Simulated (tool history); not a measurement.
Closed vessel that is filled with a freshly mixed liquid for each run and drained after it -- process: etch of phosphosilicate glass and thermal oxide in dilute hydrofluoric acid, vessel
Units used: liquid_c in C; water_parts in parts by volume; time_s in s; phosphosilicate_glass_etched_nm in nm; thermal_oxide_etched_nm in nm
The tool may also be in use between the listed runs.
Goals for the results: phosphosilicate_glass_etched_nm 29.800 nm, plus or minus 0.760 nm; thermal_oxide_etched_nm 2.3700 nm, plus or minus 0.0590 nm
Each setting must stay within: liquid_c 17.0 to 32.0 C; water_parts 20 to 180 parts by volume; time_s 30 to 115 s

run	hour	liquid_c	water_parts	time_s	phosphosilicate_glass_etched_nm	thermal_oxide_etched_nm
1	0.0	24.0	100	60	40.597	3.2296
2	3.0	22.0	100	60	37.351	2.9900
3	11.0	19.5	100	60	33.816	2.7293
4	19.2	17.0	100	60	30.846	2.4355
5	26.8	17.0	100	85	43.358	3.4440
6	33.1	17.0	75	85	59.123	4.6889
7	36.2	17.0	115	85	37.001	2.9433
8	38.3	17.0	120	85	35.072	2.8285

Of the 4 settings listed for the next run, only one would bring every result within its allowed miss of target. Which one?
A	40.4	17.5	135	85	?	?
B	40.4	19.5	145	85	?	?
C	40.4	17.5	150	95	?	?
D	40.4	17.0	110	65	?	?

move	phosphosilicate_glass_etched_nm	thermal_oxide_etched_nm
A	32.019	2.5219
B	32.007	2.5210
C	31.732	2.4993
D	30.186	2.3776
A: better than the last run, though not everything is in spec
B: better than the last run, though not everything is in spec
C: better than the last run, though not everything is in spec
D: hits every target within its allowed miss
Move D is the one to make.
